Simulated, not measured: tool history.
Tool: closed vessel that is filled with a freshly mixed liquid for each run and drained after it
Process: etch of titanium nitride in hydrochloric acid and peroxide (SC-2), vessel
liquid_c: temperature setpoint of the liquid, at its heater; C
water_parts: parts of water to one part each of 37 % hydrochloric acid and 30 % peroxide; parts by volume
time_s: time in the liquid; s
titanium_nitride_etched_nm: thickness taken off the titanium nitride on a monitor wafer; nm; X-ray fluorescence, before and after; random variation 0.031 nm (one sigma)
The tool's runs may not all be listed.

Run 1, hour 0.0: liquid_c 59.0 C, water_parts 8.0 parts by volume, time_s 105 s. Result: titanium_nitride_etched_nm 6.6459 nm.
Run 2, hour 4.0: liquid_c 66.0 C, water_parts 8.0 parts by volume, time_s 105 s. Result: titanium_nitride_etched_nm 10.0840 nm.
Run 3, hour 7.7: liquid_c 63.5 C, water_parts 8.0 parts by volume, time_s 105 s. Result: titanium_nitride_etched_nm 8.7923 nm.
Run 4, hour 12.7: liquid_c 61.5 C, water_parts 8.0 parts by volume, time_s 105 s. Result: titanium_nitride_etched_nm 7.7773 nm.
Run 5, hour 15.6: liquid_c 61.5 C, water_parts 8.0 parts by volume, time_s 115 s. Result: titanium_nitride_etched_nm 8.3849 nm.
At hour 19.9: chemicals flow meter replaced.
Run 6, hour 19.9: liquid_c 64.0 C, water_parts 8.0 parts by volume, time_s 115 s. Result: titanium_nitride_etched_nm 10.3970 nm.

The next listed run, before its measurement:
Run 7, hour 27.8: liquid_c 61.5 C, water_parts 8.0 parts by volume, time_s 115 s. Result: titanium_nitride_etched_nm ?.

titanium_nitride_etched_nm: 8.9479 nm
